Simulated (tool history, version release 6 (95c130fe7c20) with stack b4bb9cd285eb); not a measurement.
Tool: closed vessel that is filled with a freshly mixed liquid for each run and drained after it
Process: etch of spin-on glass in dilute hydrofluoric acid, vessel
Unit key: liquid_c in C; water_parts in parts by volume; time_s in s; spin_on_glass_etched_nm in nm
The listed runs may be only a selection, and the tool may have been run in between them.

| run | hour | liquid_c | water_parts | time_s | spin_on_glass_etched_nm |
|---|---|---|---|---|---|
| 1 | 0 | 23 | 110 | 95 | 32.046 |
| 2 | 5.2 | 23 | 110 | 100 | 33.395 |
| 3 | 14.1 | 21.5 | 120 | 100 | 27.925 |
| 4 | 17.5 | 21.5 | 140 | 100 | 23.692 |
| 5 | 19.5 | 21.5 | 140 | 100 | 23.506 |
| 6 | 27.3 | 23 | 140 | 100 | 25.727 |

The next listed run, before its measurement:
| 7 | 28.8 | 22 | 140 | 100 | ? |

{"run 7": {"spin_on_glass_etched_nm": 23.885}}

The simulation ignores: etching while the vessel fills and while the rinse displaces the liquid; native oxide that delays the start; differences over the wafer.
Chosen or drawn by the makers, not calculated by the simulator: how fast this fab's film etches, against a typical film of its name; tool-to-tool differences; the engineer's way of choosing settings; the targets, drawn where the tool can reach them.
